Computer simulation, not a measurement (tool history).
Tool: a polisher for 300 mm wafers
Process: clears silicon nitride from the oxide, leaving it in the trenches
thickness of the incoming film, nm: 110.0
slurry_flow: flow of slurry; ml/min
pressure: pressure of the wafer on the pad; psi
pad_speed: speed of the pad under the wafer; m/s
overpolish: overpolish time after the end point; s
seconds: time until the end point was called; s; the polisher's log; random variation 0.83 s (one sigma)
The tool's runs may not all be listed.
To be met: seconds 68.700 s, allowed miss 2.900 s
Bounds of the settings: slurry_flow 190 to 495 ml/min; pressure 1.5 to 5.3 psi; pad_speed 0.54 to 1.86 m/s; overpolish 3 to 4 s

run,hour,slurry_flow,pressure,pad_speed,overpolish,seconds
1,0.0,320,3.4,1.18,4,113.890
2,8.1,320,2.6,1.18,4,146.730
3,15.1,320,3.4,1.18,4,115.250
4,23.1,320,3.8,1.18,4,100.910
5,25.0,275,3.8,1.18,4,102.560
6,33.5,275,4.6,1.18,4,85.570
7,39.0,275,4.8,1.20,4,79.966
8,40.5,275,4.9,1.20,4,80.739
9,43.8,275,5.0,1.22,4,75.558
10,51.5,275,5.1,1.22,4,74.137
11,58.1,275,5.2,1.24,4,73.474

5 next moves are on the table. One of them brings every result within its allowed miss. Which?
A,64.7,285,4.5,1.40,3,?
B,64.7,280,5.3,1.20,4,?
C,64.7,295,5.2,1.46,4,?
D,64.7,385,3.9,1.46,3,?
E,64.7,335,5.3,1.24,4,?

move,seconds
A,75.760
B,75.129
C,62.903
D,81.408
E,71.518
A: further off than the last run
B: further off than the last run
C: takes the result that was furthest off past its target
D: further off than the last run
E: meets every target
Answer: E
